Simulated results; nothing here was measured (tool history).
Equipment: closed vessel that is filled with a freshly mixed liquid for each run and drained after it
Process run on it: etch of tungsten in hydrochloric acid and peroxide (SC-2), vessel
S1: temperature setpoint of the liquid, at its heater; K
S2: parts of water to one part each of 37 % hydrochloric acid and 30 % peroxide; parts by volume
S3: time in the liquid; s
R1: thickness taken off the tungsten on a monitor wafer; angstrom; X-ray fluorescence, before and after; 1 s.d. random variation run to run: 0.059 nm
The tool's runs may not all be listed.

run,hour,S1,S2,S3,R1
1,0.0,338.15,8.0,30,235.460
2,2.6,338.15,10.0,30,199.380
3,3.1,338.15,10.0,30,200.950
4,6.5,335.65,10.0,30,172.460
5,12.3,335.65,11.5,30,151.830
6,20.9,334.15,11.5,30,138.320
7,29.4,332.65,11.5,30,126.650
8,38.4,331.65,11.5,30,120.190
9,42.7,330.65,11.5,30,111.310
10,51.6,330.15,11.5,30,107.610
11,57.6,329.65,11.5,30,104.320

Run 12 comes next. What will it give?
12,61.3,329.15,11.5,30,?

{"run 12": {"R1": 99.827}}
